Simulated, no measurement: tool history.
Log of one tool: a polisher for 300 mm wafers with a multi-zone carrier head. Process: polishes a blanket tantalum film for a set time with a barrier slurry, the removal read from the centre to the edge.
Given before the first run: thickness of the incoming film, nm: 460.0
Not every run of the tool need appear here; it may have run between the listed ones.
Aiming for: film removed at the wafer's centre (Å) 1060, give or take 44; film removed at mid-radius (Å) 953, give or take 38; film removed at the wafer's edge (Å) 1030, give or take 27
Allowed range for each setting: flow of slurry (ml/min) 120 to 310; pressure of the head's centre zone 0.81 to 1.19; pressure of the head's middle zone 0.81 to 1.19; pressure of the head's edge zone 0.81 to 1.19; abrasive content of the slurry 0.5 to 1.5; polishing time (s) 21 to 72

run	hour	flow of slurry (ml/min)	pressure of the head's centre zone	pressure of the head's middle zone	pressure of the head's edge zone	abrasive content of the slurry	polishing time (s)	film removed at the wafer's centre (Å)	film removed at mid-radius (Å)	film removed at the wafer's edge (Å)
1	0	200	1	1	1	1	46	861.41	871.11	819.66
2	2.2	200	1	1	1	1	39	715.18	735.33	688.63
3	4.3	200	1	1	1	1.15	39	755.07	774.48	713.88
4	13.1	230	1	1	1	1.15	39	757.35	780.52	728.61
5	20.7	235	1.01	0.99	1.04	1.2	40	811.01	800.37	765.2
6	22.4	235	1.01	0.99	1.01	1.2	40	816.21	811.24	757.79
7	24.4	235	1.01	0.99	1.01	1.2	40	796.68	801.36	752.16
8	30.8	240	1.01	0.98	1.05	1.25	41	831.05	836.4	792.8
9	35	245	1.02	0.95	1.08	1.3	42	865.17	835.38	832.1
10	41.5	245	1.03	0.94	1.1	1.35	43	891.89	864.1	883.02
11	47.8	245	1.05	0.93	1.11	1.4	44	951.12	865.59	911.4

4 candidate next runs follow, results not yet known. Just one meets every target within its allowed miss. Identify it.
A	54.1	230	1.07	1.05	1.03	1.25	40	?	?	?
B	54.1	225	1.04	0.89	1.08	1.5	50	?	?	?
C	54.1	240	0.85	0.85	1.19	1.25	48	?	?	?
D	54.1	295	0.86	0.95	1.19	1.5	48	?	?	?

move	film removed at the wafer's centre (Å)	film removed at mid-radius (Å)	film removed at the wafer's edge (Å)
A	856.17	845.98	774.74
B	1076.8	955.53	1026.7
C	839.73	860.71	1003.5
D	904.05	999.49	1058.3
A: moves away from the targets compared with the last run
B: each result inside its tolerance
C: corrects the largest miss of the last run, while another result sits out of spec
D: the result that was furthest off in the last run now lies on the other side of its target
Go with B: it meets all targets.
